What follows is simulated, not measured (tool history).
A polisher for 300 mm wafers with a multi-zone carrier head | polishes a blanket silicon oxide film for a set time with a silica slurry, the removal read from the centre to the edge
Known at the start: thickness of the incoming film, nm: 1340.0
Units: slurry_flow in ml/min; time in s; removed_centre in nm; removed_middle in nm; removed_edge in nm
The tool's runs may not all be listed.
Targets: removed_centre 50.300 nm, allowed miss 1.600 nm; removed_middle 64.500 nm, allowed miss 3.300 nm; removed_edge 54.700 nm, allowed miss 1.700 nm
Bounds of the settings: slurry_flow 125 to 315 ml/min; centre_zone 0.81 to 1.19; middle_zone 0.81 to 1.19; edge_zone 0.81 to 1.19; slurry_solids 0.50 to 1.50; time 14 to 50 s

run 1 day=0.000 | slurry_flow=205 centre_zone=1.00 middle_zone=1.00 edge_zone=1.00 slurry_solids=1.00 time=32 | removed_centre=95.637 removed_middle=88.871 removed_edge=91.624
run 2 day=0.196 | slurry_flow=200 centre_zone=0.98 middle_zone=1.01 edge_zone=0.98 slurry_solids=0.95 time=31 | removed_centre=86.721 removed_middle=86.053 removed_edge=83.797
run 3 day=0.438 | slurry_flow=195 centre_zone=0.96 middle_zone=1.00 edge_zone=0.97 slurry_solids=0.90 time=31 | removed_centre=80.948 removed_middle=82.149 removed_edge=78.847
run 4 day=0.517 | slurry_flow=155 centre_zone=0.96 middle_zone=1.00 edge_zone=0.97 slurry_solids=0.90 time=31 | removed_centre=78.135 removed_middle=76.890 removed_edge=77.209
run 5 day=0.688 | slurry_flow=155 centre_zone=0.91 middle_zone=1.00 edge_zone=0.97 slurry_solids=0.90 time=31 | removed_centre=73.746 removed_middle=76.634 removed_edge=78.305
run 6 day=1.033 | slurry_flow=155 centre_zone=0.90 middle_zone=1.00 edge_zone=0.96 slurry_solids=0.85 time=31 | removed_centre=68.171 removed_middle=73.074 removed_edge=73.504
run 7 day=1.400 | slurry_flow=155 centre_zone=0.89 middle_zone=1.00 edge_zone=0.94 slurry_solids=0.80 time=31 | removed_centre=65.587 removed_middle=71.171 removed_edge=69.726
run 8 day=1.696 | slurry_flow=155 centre_zone=0.88 middle_zone=1.01 edge_zone=0.93 slurry_solids=0.80 time=31 | removed_centre=64.872 removed_middle=71.328 removed_edge=69.141
run 9 day=1.838 | slurry_flow=155 centre_zone=0.87 middle_zone=1.02 edge_zone=0.92 slurry_solids=0.80 time=31 | removed_centre=63.821 removed_middle=70.837 removed_edge=68.507
run 10 day=1.988 | slurry_flow=155 centre_zone=0.87 middle_zone=1.02 edge_zone=0.92 slurry_solids=0.80 time=31 | removed_centre=63.667 removed_middle=72.439 removed_edge=69.023
run 11 day=2.183 | slurry_flow=155 centre_zone=0.86 middle_zone=1.02 edge_zone=0.91 slurry_solids=0.75 time=31 | removed_centre=60.403 removed_middle=66.631 removed_edge=65.153
-- day=2.429 centre zone pressure recalibrated
run 12 day=2.429 | slurry_flow=155 centre_zone=0.85 middle_zone=1.04 edge_zone=0.90 slurry_solids=0.75 time=31 | removed_centre=56.435 removed_middle=68.282 removed_edge=63.340
run 13 day=2.612 | slurry_flow=155 centre_zone=0.85 middle_zone=1.04 edge_zone=0.89 slurry_solids=0.75 time=31 | removed_centre=55.136 removed_middle=67.868 removed_edge=64.839
run 14 day=2.900 | slurry_flow=170 centre_zone=0.86 middle_zone=1.04 edge_zone=0.88 slurry_solids=0.70 time=31 | removed_centre=53.628 removed_middle=65.053 removed_edge=58.957
run 15 day=3.238 | slurry_flow=170 centre_zone=0.86 middle_zone=1.04 edge_zone=0.87 slurry_solids=0.70 time=31 | removed_centre=53.966 removed_middle=65.359 removed_edge=59.206

4 next moves are on the table. One of them brings every result within its allowed miss. Which?
run A day=3.575 | slurry_flow=160 centre_zone=0.89 middle_zone=1.08 edge_zone=0.81 slurry_solids=0.75 time=30 | removed_centre=? removed_middle=? removed_edge=?
run B day=3.575 | slurry_flow=205 centre_zone=0.87 middle_zone=0.99 edge_zone=0.97 slurry_solids=0.60 time=39 | removed_centre=? removed_middle=? removed_edge=?
run C day=3.575 | slurry_flow=170 centre_zone=0.85 middle_zone=1.10 edge_zone=0.81 slurry_solids=0.70 time=29 | removed_centre=? removed_middle=? removed_edge=?
run D day=3.575 | slurry_flow=125 centre_zone=0.85 middle_zone=0.93 edge_zone=0.91 slurry_solids=0.80 time=32 | removed_centre=? removed_middle=? removed_edge=?

move=A removed_centre=56.840 removed_middle=68.030 removed_edge=59.299
move=B removed_centre=58.293 removed_middle=65.920 removed_edge=66.116
move=C removed_centre=49.603 removed_middle=62.946 removed_edge=53.807
move=D removed_centre=57.518 removed_middle=63.997 removed_edge=67.779
A: further off than the last run
B: further off than the last run
C: meets every target
D: further off than the last run
Move C is the one to make.

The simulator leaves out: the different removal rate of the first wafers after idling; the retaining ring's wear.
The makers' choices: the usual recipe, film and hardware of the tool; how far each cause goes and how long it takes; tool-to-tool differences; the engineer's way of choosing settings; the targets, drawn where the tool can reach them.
